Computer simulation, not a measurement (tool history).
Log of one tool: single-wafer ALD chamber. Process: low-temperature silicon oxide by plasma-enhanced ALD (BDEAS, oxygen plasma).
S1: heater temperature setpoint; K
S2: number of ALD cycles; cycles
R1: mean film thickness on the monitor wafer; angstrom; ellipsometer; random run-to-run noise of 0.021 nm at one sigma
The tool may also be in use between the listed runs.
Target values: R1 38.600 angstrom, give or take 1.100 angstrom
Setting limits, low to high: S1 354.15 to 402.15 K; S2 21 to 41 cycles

run 1 hour=0.0 | S1=378.15 S2=31 | R1=44.659
run 2 hour=6.2 | S1=379.15 S2=29 | R1=41.456
run 3 hour=12.1 | S1=379.15 S2=28 | R1=40.356
run 4 hour=15.6 | S1=372.15 S2=28 | R1=40.798
run 5 hour=18.0 | S1=367.15 S2=28 | R1=41.046
run 6 hour=22.4 | S1=361.15 S2=28 | R1=42.407
run 7 hour=30.3 | S1=362.15 S2=28 | R1=42.320
run 8 hour=38.8 | S1=363.15 S2=28 | R1=42.020
run 9 hour=39.5 | S1=364.15 S2=28 | R1=41.986

4 candidate next runs follow, results not yet known. Just one meets every target within its allowed miss. Identify it.
run A hour=40.2 | S1=368.15 S2=24 | R1=?
run B hour=40.2 | S1=368.15 S2=25 | R1=?
run C hour=40.2 | S1=357.15 S2=25 | R1=?
run D hour=40.2 | S1=369.15 S2=28 | R1=?

move=A R1=35.417
move=B R1=36.893
move=C R1=38.525
move=D R1=41.154
A: pushes the last run's worst result past its target
B: pushes the last run's worst result past its target
C: all results land within tolerance of their targets
D: gains on the last run, yet a result remains outside its allowed miss
C meets every target.

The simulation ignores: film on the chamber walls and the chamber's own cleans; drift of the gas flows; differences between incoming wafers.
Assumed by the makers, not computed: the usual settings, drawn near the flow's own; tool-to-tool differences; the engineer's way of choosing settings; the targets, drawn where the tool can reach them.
